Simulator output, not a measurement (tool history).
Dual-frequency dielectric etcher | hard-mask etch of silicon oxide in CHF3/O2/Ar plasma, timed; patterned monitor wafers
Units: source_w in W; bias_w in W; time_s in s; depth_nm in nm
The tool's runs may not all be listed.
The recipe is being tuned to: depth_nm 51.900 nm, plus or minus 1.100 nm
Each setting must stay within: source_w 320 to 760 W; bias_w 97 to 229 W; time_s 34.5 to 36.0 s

| run | day | source_w | bias_w | time_s | depth_nm |
|---|---|---|---|---|---|
| 1 | 0.000 | 540 | 163 | 34.5 | 61.019 |
| 2 | 0.246 | 480 | 159 | 34.5 | 58.470 |
| 3 | 0.375 | 480 | 159 | 36.0 | 61.052 |
| 4 | 0.546 | 440 | 151 | 36.0 | 58.060 |
| 5 | 0.658 | 440 | 140 | 36.0 | 56.198 |
| 6 | 0.746 | 410 | 139 | 36.0 | 55.094 |
| 7 | 0.929 | 330 | 132 | 36.0 | 50.592 |
| 8 | 1.058 | 340 | 132 | 36.0 | 50.908 |

Below are 4 possible settings for the next run. Only one of them brings all results inside the allowed miss of their targets. Which is it?
| A | 1.188 | 320 | 142 | 35.0 | ? |
| B | 1.188 | 400 | 128 | 35.5 | ? |
| C | 1.188 | 350 | 124 | 35.5 | ? |
| D | 1.188 | 330 | 128 | 36.0 | ? |

| move | depth_nm |
|---|---|
| A | 49.353 |
| B | 52.128 |
| C | 49.263 |
| D | 49.497 |
A: moves away from the targets compared with the last run
B: meets every target
C: moves away from the targets compared with the last run
D: moves away from the targets compared with the last run
Go with B: it meets all targets.
